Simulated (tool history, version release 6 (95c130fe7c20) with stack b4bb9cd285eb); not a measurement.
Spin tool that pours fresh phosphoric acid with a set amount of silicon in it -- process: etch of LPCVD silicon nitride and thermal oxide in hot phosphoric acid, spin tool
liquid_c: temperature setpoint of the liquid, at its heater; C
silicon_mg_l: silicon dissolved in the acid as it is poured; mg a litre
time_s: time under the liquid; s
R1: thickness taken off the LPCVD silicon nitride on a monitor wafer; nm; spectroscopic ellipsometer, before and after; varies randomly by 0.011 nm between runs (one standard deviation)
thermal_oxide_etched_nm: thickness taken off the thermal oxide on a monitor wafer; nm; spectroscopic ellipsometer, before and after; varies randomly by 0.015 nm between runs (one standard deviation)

Run 1, hour 0: liquid_c 163 C, silicon_mg_l 20 mg a litre, time_s 40 s. Result: R1 4.1609 nm, thermal_oxide_etched_nm 0.10358 nm.
Run 2, hour 2.7: liquid_c 163 C, silicon_mg_l 12 mg a litre, time_s 40 s. Result: R1 4.1573 nm, thermal_oxide_etched_nm 0.1105 nm.
Run 3, hour 5.5: liquid_c 162 C, silicon_mg_l 11.5 mg a litre, time_s 35 s. Result: R1 3.5037 nm, thermal_oxide_etched_nm 0.081435 nm.
Run 4, hour 11.7: liquid_c 161.5 C, silicon_mg_l 9 mg a litre, time_s 30 s. Result: R1 2.9838 nm, thermal_oxide_etched_nm 0.086456 nm.
At hour 15.5: thermometer replaced.
Run 5, hour 15.5: liquid_c 161 C, silicon_mg_l 9.5 mg a litre, time_s 30 s. Result: R1 3.1416 nm, thermal_oxide_etched_nm 0.077943 nm.
Run 6, hour 22.5: liquid_c 161 C, silicon_mg_l 7.5 mg a litre, time_s 25 s. Result: R1 2.594 nm, thermal_oxide_etched_nm 0.074735 nm.
Run 7, hour 30.4: liquid_c 160.5 C, silicon_mg_l 7.5 mg a litre, time_s 25 s. Result: R1 2.5949 nm, thermal_oxide_etched_nm 0.097148 nm.
Run 8, hour 35.8: liquid_c 160.5 C, silicon_mg_l 7.5 mg a litre, time_s 25 s. Result: R1 2.5721 nm, thermal_oxide_etched_nm 0.05907 nm.
Run 9, hour 40.2: liquid_c 160.5 C, silicon_mg_l 6 mg a litre, time_s 25 s. Result: R1 2.588 nm, thermal_oxide_etched_nm 0.043321 nm.

The next listed run, before its measurement:
Run 10, hour 45.8: liquid_c 160.5 C, silicon_mg_l 7 mg a litre, time_s 25 s. Result: R1 ?, thermal_oxide_etched_nm ?.

Run 10 gave R1 2.6021 nm, thermal_oxide_etched_nm 0.086805 nm.
